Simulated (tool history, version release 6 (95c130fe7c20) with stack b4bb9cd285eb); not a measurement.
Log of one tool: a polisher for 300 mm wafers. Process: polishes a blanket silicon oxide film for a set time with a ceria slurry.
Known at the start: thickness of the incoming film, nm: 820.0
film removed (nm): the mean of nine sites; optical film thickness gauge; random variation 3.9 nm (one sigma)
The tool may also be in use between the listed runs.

| run | day | flow of slurry (ml/min) | pressure of the wafer on the pad (psi) | speed of the pad under the wafer (m/s) | polishing time (s) | film removed (nm) |
|---|---|---|---|---|---|---|
| 1 | 0.000 | 195 | 3.0 | 1.22 | 81 | 510.44 |
| 2 | 0.154 | 195 | 3.0 | 0.96 | 81 | 419.85 |
| 3 | 0.233 | 215 | 3.0 | 0.96 | 81 | 421.43 |
| 4 | 0.525 | 245 | 3.0 | 0.96 | 81 | 435.26 |
| 5 | 0.604 | 240 | 2.7 | 0.94 | 81 | 381.79 |
| 6 | 0.646 | 240 | 2.7 | 0.94 | 81 | 384.59 |
| 7 | 0.817 | 240 | 2.5 | 0.94 | 81 | 367.66 |
| 8 | 1.188 | 240 | 2.5 | 0.94 | 81 | 366.41 |
|  | 1.325 | head pressure recalibrated |
| 9 | 1.325 | 240 | 2.3 | 0.94 | 81 | 311.94 |
| 10 | 1.558 | 235 | 2.3 | 0.94 | 81 | 309.65 |

The next listed run, before its measurement:
| 11 | 1.588 | 230 | 2.3 | 0.94 | 81 | ? |

{"run 11": {"film removed (nm)": 312.14}}

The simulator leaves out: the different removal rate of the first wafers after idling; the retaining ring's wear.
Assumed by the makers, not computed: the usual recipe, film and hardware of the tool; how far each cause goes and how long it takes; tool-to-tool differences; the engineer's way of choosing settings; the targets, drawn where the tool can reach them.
